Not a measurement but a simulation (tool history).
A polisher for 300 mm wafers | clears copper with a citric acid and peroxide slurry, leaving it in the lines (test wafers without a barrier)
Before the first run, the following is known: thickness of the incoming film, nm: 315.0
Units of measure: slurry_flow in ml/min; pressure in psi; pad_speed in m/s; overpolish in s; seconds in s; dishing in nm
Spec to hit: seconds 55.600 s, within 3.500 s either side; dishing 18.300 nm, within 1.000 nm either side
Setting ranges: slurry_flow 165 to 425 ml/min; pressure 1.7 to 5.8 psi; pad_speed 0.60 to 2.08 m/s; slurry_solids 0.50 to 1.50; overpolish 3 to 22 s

| run | hour | slurry_flow | pressure | pad_speed | slurry_solids | overpolish | seconds | dishing |
|---|---|---|---|---|---|---|---|---|
| 1 | 0.0 | 275 | 3.7 | 1.34 | 1.00 | 11 | 81.477 | 25.577 |
| 2 | 8.3 | 275 | 3.7 | 1.54 | 1.00 | 11 | 72.359 | 27.237 |
| 3 | 10.8 | 275 | 3.7 | 1.54 | 1.00 | 9 | 71.665 | 23.870 |
| 4 | 16.1 | 275 | 3.7 | 1.54 | 1.00 | 6 | 70.958 | 17.471 |
| 5 | 24.6 | 275 | 3.9 | 1.54 | 1.00 | 6 | 69.260 | 18.268 |
| 6 | 27.5 | 275 | 4.1 | 1.56 | 1.00 | 6 | 62.684 | 18.777 |
| 7 | 30.2 | 275 | 4.2 | 1.56 | 1.00 | 6 | 62.598 | 19.506 |
| 8 | 38.9 | 275 | 4.2 | 1.56 | 1.00 | 6 | 62.669 | 18.873 |
| 9 | 42.0 | 275 | 4.3 | 1.56 | 1.00 | 6 | 63.428 | 19.595 |
| 10 | 43.7 | 275 | 4.4 | 1.58 | 1.00 | 6 | 59.665 | 20.041 |

Exercise: of the 5 proposed moves below, exactly one satisfies all targets within the stated allowed misses. Which move is it?
| A | 45.4 | 245 | 4.2 | 1.56 | 1.00 | 6 | ? | ? |
| B | 45.4 | 320 | 4.8 | 1.48 | 1.15 | 6 | ? | ? |
| C | 45.4 | 280 | 4.4 | 1.68 | 1.00 | 6 | ? | ? |
| D | 45.4 | 245 | 4.2 | 1.78 | 0.95 | 5 | ? | ? |
| E | 45.4 | 320 | 4.4 | 1.58 | 1.20 | 6 | ? | ? |

| move | seconds | dishing |
|---|---|---|
| A | 63.048 | 19.530 |
| B | 55.068 | 21.771 |
| C | 55.543 | 21.593 |
| D | 56.228 | 18.487 |
| E | 55.595 | 21.580 |
A: its largest miss is bigger than the last run's
B: its largest miss is bigger than the last run's
C: its largest miss is bigger than the last run's
D: in spec on every target
E: its largest miss is bigger than the last run's
D is the move that brings every result within its allowed miss.
